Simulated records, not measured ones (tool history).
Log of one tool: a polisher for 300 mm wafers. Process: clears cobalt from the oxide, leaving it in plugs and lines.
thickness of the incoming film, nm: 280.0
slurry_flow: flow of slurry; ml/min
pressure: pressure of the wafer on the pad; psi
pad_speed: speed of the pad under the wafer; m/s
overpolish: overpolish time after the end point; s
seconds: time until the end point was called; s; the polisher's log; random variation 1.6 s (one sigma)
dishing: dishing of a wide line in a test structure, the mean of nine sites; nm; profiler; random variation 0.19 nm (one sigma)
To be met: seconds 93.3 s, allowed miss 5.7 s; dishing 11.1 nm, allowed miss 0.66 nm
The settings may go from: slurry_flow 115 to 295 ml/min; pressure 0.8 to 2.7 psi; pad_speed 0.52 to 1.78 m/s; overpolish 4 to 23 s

Run 1, hour 0: slurry_flow 190 ml/min, pressure 1.7 psi, pad_speed 1.14 m/s, overpolish 12 s. Result: seconds 62.266 s, dishing 36.096 nm.
Run 2, hour 6.7: slurry_flow 190 ml/min, pressure 1.7 psi, pad_speed 1.4 m/s, overpolish 12 s. Result: seconds 50.37 s, dishing 40.878 nm.
Run 3, hour 8.1: slurry_flow 175 ml/min, pressure 1.5 psi, pad_speed 1.26 m/s, overpolish 10 s. Result: seconds 66.461 s, dishing 31.338 nm.
Run 4, hour 8.9: slurry_flow 175 ml/min, pressure 1.5 psi, pad_speed 1.26 m/s, overpolish 14 s. Result: seconds 65.926 s, dishing 37.39 nm.
Run 5, hour 15.3: slurry_flow 145 ml/min, pressure 1.5 psi, pad_speed 1.26 m/s, overpolish 14 s. Result: seconds 66.451 s, dishing 37.47 nm.
Run 6, hour 24: slurry_flow 135 ml/min, pressure 1.3 psi, pad_speed 1.24 m/s, overpolish 11 s. Result: seconds 79.965 s, dishing 29.11 nm.
Run 7, hour 29.5: slurry_flow 130 ml/min, pressure 1.1 psi, pad_speed 1.24 m/s, overpolish 9 s. Result: seconds 92.491 s, dishing 21.709 nm.
Run 8, hour 30.6: slurry_flow 130 ml/min, pressure 1.1 psi, pad_speed 1.24 m/s, overpolish 9 s. Result: seconds 93.606 s, dishing 21.829 nm.
Run 9, hour 34.5: slurry_flow 180 ml/min, pressure 1 psi, pad_speed 1.22 m/s, overpolish 7 s. Result: seconds 102.16 s, dishing 17.201 nm.
Run 10, hour 41.7: slurry_flow 215 ml/min, pressure 0.9 psi, pad_speed 1.28 m/s, overpolish 6 s. Result: seconds 101.26 s, dishing 14.896 nm.
Run 11, hour 45: slurry_flow 240 ml/min, pressure 0.9 psi, pad_speed 1.3 m/s, overpolish 5 s. Result: seconds 101.41 s, dishing 12.759 nm.
Run 12, hour 49.2: slurry_flow 240 ml/min, pressure 0.9 psi, pad_speed 1.3 m/s, overpolish 5 s. Result: seconds 97.742 s, dishing 12.627 nm.
Run 13, hour 57.3: slurry_flow 235 ml/min, pressure 0.9 psi, pad_speed 1.3 m/s, overpolish 4 s. Result: seconds 99.904 s, dishing 10.415 nm.

Which of these 5 next moves meets every target?
Run A, hour 65.4: slurry_flow 235 ml/min, pressure 0.8 psi, pad_speed 1.36 m/s, overpolish 4 s. Result: seconds ?, dishing ?.
Run B, hour 65.4: slurry_flow 230 ml/min, pressure 0.8 psi, pad_speed 1.28 m/s, overpolish 5 s. Result: seconds ?, dishing ?.
Run C, hour 65.4: slurry_flow 265 ml/min, pressure 0.8 psi, pad_speed 1.56 m/s, overpolish 4 s. Result: seconds ?, dishing ?.
Run D, hour 65.4: slurry_flow 260 ml/min, pressure 0.8 psi, pad_speed 1.24 m/s, overpolish 5 s. Result: seconds ?, dishing ?.
Run E, hour 65.4: slurry_flow 230 ml/min, pressure 0.9 psi, pad_speed 1.12 m/s, overpolish 5 s. Result: seconds ?, dishing ?.

move  seconds  dishing
   A   106.96   9.7149
   B   113.76   11.242
   C   92.301   11.095
   D   115.69   11.074
   E   115.92   11.055
A: further off than the last run
B: further off than the last run
C: meets every target
D: further off than the last run
E: further off than the last run
Move C is the one to make.
